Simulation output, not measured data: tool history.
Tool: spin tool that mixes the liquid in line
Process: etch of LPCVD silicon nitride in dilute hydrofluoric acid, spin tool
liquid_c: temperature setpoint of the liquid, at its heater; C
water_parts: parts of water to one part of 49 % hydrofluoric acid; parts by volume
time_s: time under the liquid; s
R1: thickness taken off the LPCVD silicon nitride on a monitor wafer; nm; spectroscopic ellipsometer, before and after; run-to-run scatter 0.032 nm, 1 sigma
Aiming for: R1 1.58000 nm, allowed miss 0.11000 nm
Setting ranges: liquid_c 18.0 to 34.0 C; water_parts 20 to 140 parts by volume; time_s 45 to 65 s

{"run": 1, "hour": 0.0, "liquid_c": 26.0, "water_parts": 75, "time_s": 65, "R1": 0.51863}
{"run": 2, "hour": 4.3, "liquid_c": 26.0, "water_parts": 75, "time_s": 65, "R1": 0.54165}
{"run": 3, "hour": 11.6, "liquid_c": 24.5, "water_parts": 75, "time_s": 65, "R1": 0.48477}
{"run": 4, "hour": 17.3, "liquid_c": 26.0, "water_parts": 75, "time_s": 65, "R1": 0.52493}
{"run": 5, "hour": 24.2, "liquid_c": 27.0, "water_parts": 65, "time_s": 65, "R1": 0.6546}
{"run": 6, "hour": 30.4, "liquid_c": 25.0, "water_parts": 65, "time_s": 65, "R1": 0.56438}
{"run": 7, "hour": 35.2, "liquid_c": 26.5, "water_parts": 60, "time_s": 65, "R1": 0.70158}
{"run": 8, "hour": 44.1, "liquid_c": 27.5, "water_parts": 55, "time_s": 65, "R1": 0.83344}
{"run": 9, "hour": 49.9, "liquid_c": 28.5, "water_parts": 55, "time_s": 65, "R1": 0.88128}
{"run": 10, "hour": 57.1, "liquid_c": 28.5, "water_parts": 55, "time_s": 65, "R1": 0.88546}
{"run": 11, "hour": 58.3, "liquid_c": 29.5, "water_parts": 55, "time_s": 65, "R1": 0.95474}
{"run": 12, "hour": 67.0, "liquid_c": 30.0, "water_parts": 55, "time_s": 65, "R1": 0.92809}
{"run": 13, "hour": 71.9, "liquid_c": 30.5, "water_parts": 50, "time_s": 65, "R1": 1.0751}

Of the 5 settings listed for the next run, only one would bring every result within its allowed miss of target. Which one?
{"run": "A", "hour": 76.8, "liquid_c": 31.0, "water_parts": 60, "time_s": 65, "R1": "?"}
{"run": "B", "hour": 76.8, "liquid_c": 33.0, "water_parts": 35, "time_s": 65, "R1": "?"}
{"run": "C", "hour": 76.8, "liquid_c": 32.0, "water_parts": 65, "time_s": 60, "R1": "?"}
{"run": "D", "hour": 76.8, "liquid_c": 29.5, "water_parts": 30, "time_s": 60, "R1": "?"}
{"run": "E", "hour": 76.8, "liquid_c": 30.5, "water_parts": 30, "time_s": 65, "R1": "?"}

move=A R1=0.91438
move=B R1=1.77110
move=C R1=0.83014
move=D R1=1.51620
move=E R1=1.75340
A: misses by more than the last run did
B: moves the result that the last run missed by most past its target, out the other side
C: misses by more than the last run did
D: hits every target within its allowed miss
E: moves the result that the last run missed by most past its target, out the other side
Move D is the one to make.
